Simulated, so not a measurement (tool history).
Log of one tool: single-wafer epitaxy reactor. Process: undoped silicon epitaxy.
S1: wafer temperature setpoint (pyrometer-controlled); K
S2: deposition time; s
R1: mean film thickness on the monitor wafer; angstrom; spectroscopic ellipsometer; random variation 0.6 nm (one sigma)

run,hour,S1,S2,R1
1,0.0,913.15,476,649.65
2,1.9,920.15,476,771.46
3,10.0,924.15,477,840.88
4,12.3,913.15,477,641.55
5,14.8,913.15,416,566.99
6,22.4,919.15,416,651.84
7,24.5,925.15,420,764.95

Forecast run 8:
8,26.4,929.15,421,?

R1: 849.57 angstrom
